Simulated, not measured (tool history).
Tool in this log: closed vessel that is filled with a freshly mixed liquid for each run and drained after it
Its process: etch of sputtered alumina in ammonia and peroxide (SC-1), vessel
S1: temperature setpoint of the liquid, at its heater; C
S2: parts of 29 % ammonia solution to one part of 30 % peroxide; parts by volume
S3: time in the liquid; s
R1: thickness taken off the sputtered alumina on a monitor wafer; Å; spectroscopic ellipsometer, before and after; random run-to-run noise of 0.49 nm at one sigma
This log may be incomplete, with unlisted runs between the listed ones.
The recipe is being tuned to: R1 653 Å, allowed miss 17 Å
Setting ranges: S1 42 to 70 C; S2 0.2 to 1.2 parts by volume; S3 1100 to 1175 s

run,hour,S1,S2,S3,R1
1,0,58,0.85,1100,803.92
2,1.7,58,0.85,1100,810.19
3,9.5,53,0.85,1100,617.26
4,12.4,56,0.85,1100,713.91
5,13.8,55.5,0.85,1100,698.54
6,17.5,55.5,0.85,1175,748.1
7,24,55,0.85,1175,724.81
8,33.3,54.5,0.85,1175,707.96

Pick the move, out of 4, that brings all results within their allowed miss; only one does.
A,42.6,53,0.8,1175,?
B,42.6,53,0.75,1105,?
C,42.6,53,0.8,1105,?
D,42.6,52,1.05,1130,?

move,R1
A,647.34
B,605.05
C,608.77
D,605.24
A: in spec on every target
B: pushes the last run's worst result past its target
C: pushes the last run's worst result past its target
D: pushes the last run's worst result past its target
A is the move that brings every result within its allowed miss.
